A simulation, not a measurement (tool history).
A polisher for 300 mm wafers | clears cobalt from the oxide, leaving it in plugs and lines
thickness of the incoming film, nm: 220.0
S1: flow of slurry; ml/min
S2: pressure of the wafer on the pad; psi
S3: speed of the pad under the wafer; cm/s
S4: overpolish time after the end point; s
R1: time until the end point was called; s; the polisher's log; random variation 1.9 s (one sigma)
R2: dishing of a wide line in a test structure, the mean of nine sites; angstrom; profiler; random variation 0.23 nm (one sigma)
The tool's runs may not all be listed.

| run | hour | S1 | S2 | S3 | S4 | R1 | R2 |
|---|---|---|---|---|---|---|---|
| 1 | 0 | 270 | 1.2 | 102 | 19 | 79.037 | 408.05 |
| 2 | 2.1 | 300 | 1.2 | 102 | 19 | 78.917 | 403.89 |
| 3 | 5 | 340 | 1.2 | 102 | 19 | 80.033 | 408.33 |
| 4 | 12 | 340 | 1.2 | 78 | 19 | 104.05 | 331.34 |
| 5 | 13.8 | 340 | 1.5 | 78 | 19 | 83.843 | 386.47 |
| 6 | 16 | 340 | 1.5 | 96 | 19 | 68.67 | 448.94 |

Forecast run 7:
| 7 | 22.3 | 310 | 1.5 | 88 | 17 | ? | ? |

Run 7 gave R1 69.574 s, R2 389.72 angstrom.
